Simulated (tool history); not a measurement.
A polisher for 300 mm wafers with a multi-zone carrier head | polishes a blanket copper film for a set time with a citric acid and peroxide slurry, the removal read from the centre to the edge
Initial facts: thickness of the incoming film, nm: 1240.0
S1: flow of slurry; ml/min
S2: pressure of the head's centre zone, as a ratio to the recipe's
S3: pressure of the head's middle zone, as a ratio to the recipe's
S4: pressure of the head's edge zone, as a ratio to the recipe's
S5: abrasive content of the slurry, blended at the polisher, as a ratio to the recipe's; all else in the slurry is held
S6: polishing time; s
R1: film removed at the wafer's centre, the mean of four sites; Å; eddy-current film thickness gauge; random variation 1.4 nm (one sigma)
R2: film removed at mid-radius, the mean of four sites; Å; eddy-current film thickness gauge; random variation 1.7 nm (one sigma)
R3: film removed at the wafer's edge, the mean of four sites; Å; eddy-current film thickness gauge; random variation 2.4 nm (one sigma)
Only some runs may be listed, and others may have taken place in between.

run    day   S1    S2    S3    S4   S5  S6      R1      R2      R3
  1  0.000  290  1.00  1.00  1.00  1.0  72  2612.1  2585.2  2688.1
  2  0.329  290  1.00  1.00  1.00  0.9  72  2580.1  2539.4  2680.1
  3  0.625  290  1.00  1.06  1.00  0.9  72  2595.0  2664.6  2627.0
  4  0.879  285  0.99  1.04  0.99  0.9  72  2527.6  2624.9  2668.9
  5  1.167  285  0.99  1.04  0.99  1.0  72  2622.0  2697.7  2644.6
  6  1.312  285  1.05  1.04  0.99  1.0  72  2740.1  2693.9  2660.3
  7  1.633  285  1.05  1.04  0.99  1.0  72  2740.6  2663.0  2702.7

Run 8, settings as shown, results not yet in. Your forecast:
  8  1.908  280  1.03  1.02  0.98  1.0  72   ?   ?   ?

{"run 8": {"R1": 2687.5, "R2": 2591.4, "R3": 2652.0}}

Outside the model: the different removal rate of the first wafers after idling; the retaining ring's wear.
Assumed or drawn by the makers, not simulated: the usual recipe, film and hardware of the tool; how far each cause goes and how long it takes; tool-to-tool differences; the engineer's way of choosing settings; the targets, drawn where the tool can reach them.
